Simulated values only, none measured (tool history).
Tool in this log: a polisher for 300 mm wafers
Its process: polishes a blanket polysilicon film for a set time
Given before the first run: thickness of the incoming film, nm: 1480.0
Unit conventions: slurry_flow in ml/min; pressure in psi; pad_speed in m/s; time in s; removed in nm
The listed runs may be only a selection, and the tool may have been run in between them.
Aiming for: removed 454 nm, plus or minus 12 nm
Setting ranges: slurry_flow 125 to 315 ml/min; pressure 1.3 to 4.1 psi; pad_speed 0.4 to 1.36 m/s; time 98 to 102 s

run	day	slurry_flow	pressure	pad_speed	time	removed
1	0	205	2.7	0.88	98	872.02
2	0.275	200	2.4	0.86	98	758.05
3	0.454	200	2.9	0.86	98	912.84
4	0.729	195	2.5	0.84	98	769.08
5	0.758	235	2.5	0.84	98	785.85
6	1.025	230	2.2	0.82	98	680.7
7	1.071	225	2	0.8	98	598.23
8	1.158	220	1.9	0.8	98	575.33
9	1.242	200	1.3	0.8	98	391.51
10	1.408	215	1.3	0.8	98	401.55
# day 1.575: head pressure recalibrated
11	1.575	230	1.3	0.8	98	366.77
12	1.683	210	1.3	0.8	98	363.26
13	2.05	225	1.3	0.8	98	364.4
14	2.208	210	1.4	0.8	98	390.24
15	2.25	225	1.4	0.8	98	387.49
16	2.404	215	1.4	0.8	98	388.99
17	2.508	215	1.5	0.8	98	416.8
18	2.712	220	1.5	0.8	98	415.91

Which of these 4 next moves meets every target?
A	2.917	240	1.6	0.78	102	?
B	2.917	240	1.7	0.64	102	?
C	2.917	300	1.6	0.72	102	?
D	2.917	210	1.4	0.8	100	?

move	removed
A	453.47
B	399.59
C	429.04
D	396
A: hits every target within its allowed miss
B: lands further from the targets than the last run did
C: nearer the targets than the last run, but a result is still out of spec
D: lands further from the targets than the last run did
The move that meets every target is A.

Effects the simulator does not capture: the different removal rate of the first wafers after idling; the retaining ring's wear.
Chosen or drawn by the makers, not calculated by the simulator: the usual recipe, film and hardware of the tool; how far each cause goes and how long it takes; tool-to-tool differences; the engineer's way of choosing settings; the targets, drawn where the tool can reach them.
